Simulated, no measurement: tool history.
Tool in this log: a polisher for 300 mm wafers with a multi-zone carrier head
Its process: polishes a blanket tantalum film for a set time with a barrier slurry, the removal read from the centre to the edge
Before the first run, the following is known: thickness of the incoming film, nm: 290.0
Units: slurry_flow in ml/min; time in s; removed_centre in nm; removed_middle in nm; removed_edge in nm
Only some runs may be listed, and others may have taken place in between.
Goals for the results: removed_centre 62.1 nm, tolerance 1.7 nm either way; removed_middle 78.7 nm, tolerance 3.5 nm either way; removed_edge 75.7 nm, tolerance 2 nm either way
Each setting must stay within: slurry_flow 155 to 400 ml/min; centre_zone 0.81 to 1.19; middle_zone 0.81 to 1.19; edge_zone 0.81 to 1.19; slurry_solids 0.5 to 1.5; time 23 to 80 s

run	hour	slurry_flow	centre_zone	middle_zone	edge_zone	slurry_solids	time	removed_centre	removed_middle	removed_edge
1	0	255	1	1	1	1	51	61.001	62.91	60.241
2	4.7	265	0.97	1.03	1.05	1.1	51	60.591	65.501	62.856
3	13.4	270	0.94	1.05	1.08	1.2	52	61.821	70.752	66.597
4	21.3	275	0.92	1.05	1.11	1.25	52	61.305	70.982	68.375
5	27.2	285	0.9	1.06	1.13	1.3	52	60.359	72.07	69.962
6	34.5	285	0.9	1.06	1.13	1.3	47	54.818	65.368	63.966
7	40.4	290	0.89	1.07	1.15	1.35	48	55.886	67.551	65.597
8	46.3	290	0.88	1.08	1.16	1.4	49	57.506	68.942	68.034
9	48.4	300	0.87	1.1	1.17	1.45	50	58.482	73.646	70.583
10	54.2	305	0.87	1.1	1.18	1.45	51	58.957	76.166	72.165
11	59.2	310	0.87	1.09	1.18	1.45	51	60.375	75.521	72.537

4 candidate next runs follow, results not yet known. Just one meets every target within its allowed miss. Identify it.
A	64.2	325	0.87	1.12	1.19	1.5	52	?	?	?
B	64.2	360	0.94	1.05	1.1	1.5	48	?	?	?
C	64.2	265	0.81	1.07	1.19	1.45	55	?	?	?
D	64.2	360	0.9	1.19	1.06	1.4	50	?	?	?

move	removed_centre	removed_middle	removed_edge
A	61.673	79.091	74.306
B	62.101	69.663	67.052
C	58.921	78.311	76.895
D	61.004	79.551	67.69
A: in spec on every target
B: its largest miss is bigger than the last run's
C: the furthest-off result lands on target, but another misses its tolerance
D: its largest miss is bigger than the last run's
The right move is A.
